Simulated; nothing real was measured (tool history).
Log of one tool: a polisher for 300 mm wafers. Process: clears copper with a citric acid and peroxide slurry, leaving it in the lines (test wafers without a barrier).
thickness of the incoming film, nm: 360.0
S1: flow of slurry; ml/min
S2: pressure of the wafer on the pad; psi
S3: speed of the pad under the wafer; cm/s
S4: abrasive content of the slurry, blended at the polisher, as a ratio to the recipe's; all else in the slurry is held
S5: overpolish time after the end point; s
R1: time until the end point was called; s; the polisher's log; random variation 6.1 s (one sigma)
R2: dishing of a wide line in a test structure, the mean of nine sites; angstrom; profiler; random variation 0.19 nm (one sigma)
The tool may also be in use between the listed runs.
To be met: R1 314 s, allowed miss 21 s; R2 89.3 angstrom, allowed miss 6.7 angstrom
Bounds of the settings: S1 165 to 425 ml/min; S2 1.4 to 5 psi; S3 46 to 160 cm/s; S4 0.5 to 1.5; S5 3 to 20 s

run	hour	S1	S2	S3	S4	S5	R1	R2
1	0	275	3.2	102	1	10	129.5	133.11
2	2	275	2.9	96	1	11	152.93	133.61
3	8	275	2.9	96	1	15	153.07	160.21
4	12.5	275	2.9	96	0.85	15	161.82	157.08
5	20.7	275	2.7	92	0.85	14	166.21	136.3
6	23.8	275	2.2	92	0.85	14	214.09	117.2
7	30.6	275	2.1	90	0.85	14	220.07	116.71
8	37.6	275	2.1	90	0.85	14	219.72	114.29
9	44.5	275	2	88	0.85	14	244.64	113.12
10	50.3	275	1.9	88	0.85	14	246.15	103.57
11	53.6	275	1.8	86	0.85	14	272.19	101.03
12	56	275	1.7	86	0.85	14	282.02	94.625

5 next moves are on the table. One of them brings every result within its allowed miss. Which?
A	58.4	290	1.7	98	0.8	14	?	?
B	58.4	270	1.6	82	0.8	14	?	?
C	58.4	255	1.9	100	0.8	13	?	?
D	58.4	185	2.1	62	0.65	18	?	?
E	58.4	250	2.1	74	0.95	13	?	?

move	R1	R2
A	245.95	102.51
B	306.1	86.167
C	220.08	105.75
D	321.04	102.11
E	255.63	94.42
A: further off than the last run
B: meets every target
C: further off than the last run
D: brings the result that was furthest off to its target, and leaves another outside
E: further off than the last run
The right move is B.

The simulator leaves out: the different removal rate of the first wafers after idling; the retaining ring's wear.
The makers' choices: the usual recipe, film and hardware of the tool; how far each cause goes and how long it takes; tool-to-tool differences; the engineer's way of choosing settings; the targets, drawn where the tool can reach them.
